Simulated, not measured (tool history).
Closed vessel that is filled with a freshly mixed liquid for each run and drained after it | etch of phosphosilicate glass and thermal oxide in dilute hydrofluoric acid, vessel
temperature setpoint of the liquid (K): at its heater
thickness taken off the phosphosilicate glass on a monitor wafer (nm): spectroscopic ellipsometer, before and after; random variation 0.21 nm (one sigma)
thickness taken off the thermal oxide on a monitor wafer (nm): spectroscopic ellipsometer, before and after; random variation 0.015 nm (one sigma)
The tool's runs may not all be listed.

run,hour,temperature setpoint of the liquid (K),parts of water to one part of 49 % hydrofluoric acid (parts by volume),time in the liquid (s),thickness taken off the phosphosilicate glass on a monitor wafer (nm),thickness taken off the thermal oxide on a monitor wafer (nm)
1,0,296.15,115,60,50.853,2.1907
2,3.4,295.65,120,60,46.984,1.978
3,5.4,297.65,120,60,50.267,2.201
4,6.9,296.15,120,60,48.017,2.0263
5,8.9,292.65,120,60,42.377,1.7907
6,17.1,295.65,120,60,46.879,2.0283
7,24.1,295.15,125,60,43.957,1.9214
8,31,294.65,130,60,41.173,1.7219
9,39,294.65,135,60,40.139,1.7054
10,41.6,294.65,135,60,39.397,1.7292
11,45.2,294.15,140,60,37.262,1.5923
12,49,293.65,145,60,34.672,1.5251
13,51.7,293.15,145,60,34.509,1.4629
14,58,293.15,150,60,33.246,1.4247

The next listed run, before its measurement:
15,67.3,292.65,155,60,?,?

{"run 15": {"thickness taken off the phosphosilicate glass on a monitor wafer (nm)": 31.152, "thickness taken off the thermal oxide on a monitor wafer (nm)": 1.3634}}
